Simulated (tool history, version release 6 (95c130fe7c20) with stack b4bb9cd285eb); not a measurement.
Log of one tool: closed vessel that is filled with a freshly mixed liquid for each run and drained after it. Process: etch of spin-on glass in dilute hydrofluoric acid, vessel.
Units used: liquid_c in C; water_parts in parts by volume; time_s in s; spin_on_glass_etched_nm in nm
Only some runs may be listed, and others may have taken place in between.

{"run": 1, "day": 0.0, "liquid_c": 24.0, "water_parts": 130, "time_s": 105, "spin_on_glass_etched_nm": 38.618}
{"run": 2, "day": 0.338, "liquid_c": 27.0, "water_parts": 130, "time_s": 105, "spin_on_glass_etched_nm": 42.608}
{"run": 3, "day": 0.504, "liquid_c": 28.5, "water_parts": 120, "time_s": 105, "spin_on_glass_etched_nm": 50.261}
{"run": 4, "day": 0.842, "liquid_c": 29.5, "water_parts": 115, "time_s": 105, "spin_on_glass_etched_nm": 55.197}
{"run": 5, "day": 1.171, "liquid_c": 27.0, "water_parts": 115, "time_s": 105, "spin_on_glass_etched_nm": 49.357}
{"run": 6, "day": 1.275, "liquid_c": 28.5, "water_parts": 110, "time_s": 105, "spin_on_glass_etched_nm": 54.785}
{"run": 7, "day": 1.508, "liquid_c": 29.5, "water_parts": 110, "time_s": 105, "spin_on_glass_etched_nm": 57.295}
{"run": 8, "day": 1.658, "liquid_c": 30.0, "water_parts": 110, "time_s": 105, "spin_on_glass_etched_nm": 57.124}
{"run": 9, "day": 1.833, "liquid_c": 30.5, "water_parts": 110, "time_s": 105, "spin_on_glass_etched_nm": 58.932}
{"run": 10, "day": 1.875, "liquid_c": 31.0, "water_parts": 110, "time_s": 105, "spin_on_glass_etched_nm": 59.965}

What will run 11 give?
{"run": 11, "day": 2.229, "liquid_c": 31.5, "water_parts": 110, "time_s": 105, "spin_on_glass_etched_nm": "?"}

{"run 11": {"spin_on_glass_etched_nm": 61.007}}
